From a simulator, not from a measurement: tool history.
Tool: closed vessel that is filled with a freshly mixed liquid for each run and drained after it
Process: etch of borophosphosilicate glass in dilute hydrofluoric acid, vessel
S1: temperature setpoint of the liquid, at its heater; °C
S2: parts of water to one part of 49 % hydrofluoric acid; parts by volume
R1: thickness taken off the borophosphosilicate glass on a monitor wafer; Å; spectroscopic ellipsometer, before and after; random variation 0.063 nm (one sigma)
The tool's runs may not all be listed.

run 1 hour=0.0 | S1=21.0 S2=150 time_in_the_liquid_(s)=30 | R1=87.164
run 2 hour=4.6 | S1=23.5 S2=130 time_in_the_liquid_(s)=30 | R1=113.020
run 3 hour=11.6 | S1=21.0 S2=130 time_in_the_liquid_(s)=30 | R1=101.630
run 4 hour=20.5 | S1=23.5 S2=115 time_in_the_liquid_(s)=30 | R1=128.960
run 5 hour=22.2 | S1=25.0 S2=110 time_in_the_liquid_(s)=30 | R1=144.110
run 6 hour=25.1 | S1=26.0 S2=105 time_in_the_liquid_(s)=30 | R1=158.490
run 7 hour=26.1 | S1=27.0 S2=100 time_in_the_liquid_(s)=30 | R1=173.180
run 8 hour=34.7 | S1=27.5 S2=100 time_in_the_liquid_(s)=30 | R1=176.870
run 9 hour=35.2 | S1=28.0 S2=100 time_in_the_liquid_(s)=30 | R1=180.740

The next listed run, before its measurement:
run 10 hour=37.6 | S1=28.5 S2=100 time_in_the_liquid_(s)=30 | R1=?

{"run 10": {"R1": 184.41}}

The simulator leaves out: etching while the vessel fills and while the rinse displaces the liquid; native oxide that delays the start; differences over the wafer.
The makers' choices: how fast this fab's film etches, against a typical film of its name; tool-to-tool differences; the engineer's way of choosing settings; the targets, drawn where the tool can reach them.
